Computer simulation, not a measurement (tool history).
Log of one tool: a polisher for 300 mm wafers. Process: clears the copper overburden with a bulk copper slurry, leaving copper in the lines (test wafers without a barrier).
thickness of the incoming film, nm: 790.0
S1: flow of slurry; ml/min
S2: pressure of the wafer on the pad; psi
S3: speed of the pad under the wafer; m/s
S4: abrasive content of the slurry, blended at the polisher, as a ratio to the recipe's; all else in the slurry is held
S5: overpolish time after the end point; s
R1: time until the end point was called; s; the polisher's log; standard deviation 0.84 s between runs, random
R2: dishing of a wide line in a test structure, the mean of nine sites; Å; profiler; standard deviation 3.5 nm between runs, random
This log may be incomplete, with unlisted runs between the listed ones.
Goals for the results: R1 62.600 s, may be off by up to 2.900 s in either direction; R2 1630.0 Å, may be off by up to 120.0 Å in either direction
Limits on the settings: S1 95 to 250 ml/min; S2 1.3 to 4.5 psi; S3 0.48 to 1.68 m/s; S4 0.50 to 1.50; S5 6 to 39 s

run 1 day=0.000 | S1=160 S2=2.9 S3=1.08 S4=1.00 S5=20 | R1=88.067 R2=1080.2
run 2 day=0.071 | S1=160 S2=3.4 S3=1.08 S4=1.00 S5=20 | R1=79.956 R2=1246.7
run 3 day=0.229 | S1=160 S2=3.6 S3=1.08 S4=1.00 S5=20 | R1=75.622 R2=1241.2
run 4 day=0.496 | S1=160 S2=3.8 S3=1.08 S4=1.00 S5=21 | R1=73.367 R2=1319.5
run 5 day=0.558 | S1=160 S2=3.8 S3=0.96 S4=1.00 S5=21 | R1=83.396 R2=1295.6
run 6 day=0.650 | S1=130 S2=3.8 S3=0.96 S4=1.00 S5=21 | R1=83.870 R2=1211.5
run 7 day=0.912 | S1=130 S2=3.8 S3=0.96 S4=1.00 S5=21 | R1=85.005 R2=1191.7
run 8 day=1.200 | S1=140 S2=4.0 S3=0.98 S4=1.00 S5=21 | R1=79.206 R2=1261.7
run 9 day=1.425 | S1=145 S2=4.1 S3=1.00 S4=1.00 S5=22 | R1=76.727 R2=1350.7
run 10 day=1.704 | S1=150 S2=4.2 S3=1.02 S4=1.00 S5=22 | R1=72.672 R2=1445.5
run 11 day=1.925 | S1=155 S2=4.3 S3=1.04 S4=1.00 S5=22 | R1=67.763 R2=1424.9
run 12 day=2.271 | S1=160 S2=4.3 S3=1.04 S4=1.00 S5=23 | R1=66.885 R2=1517.3

Pick the move, out of 5, that brings all results within their allowed miss; only one does.
run A day=2.617 | S1=155 S2=4.4 S3=1.00 S4=1.00 S5=25 | R1=? R2=?
run B day=2.617 | S1=150 S2=4.3 S3=1.20 S4=0.80 S5=17 | R1=? R2=?
run C day=2.617 | S1=190 S2=4.5 S3=0.96 S4=0.95 S5=28 | R1=? R2=?
run D day=2.617 | S1=170 S2=4.3 S3=1.10 S4=1.05 S5=26 | R1=? R2=?
run E day=2.617 | S1=165 S2=4.5 S3=1.20 S4=1.10 S5=24 | R1=? R2=?

move=A R1=69.737 R2=1515.3
move=B R1=62.314 R2=1299.9
move=C R1=69.440 R2=1609.0
move=D R1=63.219 R2=1611.1
move=E R1=55.717 R2=1657.1
A: misses by more than the last run did
B: the worst result of the last run now meets its target, but another is out of spec
C: misses by more than the last run did
D: every result lands within tolerance
E: moves the result that the last run missed by most past its target, out the other side
The right move is D.
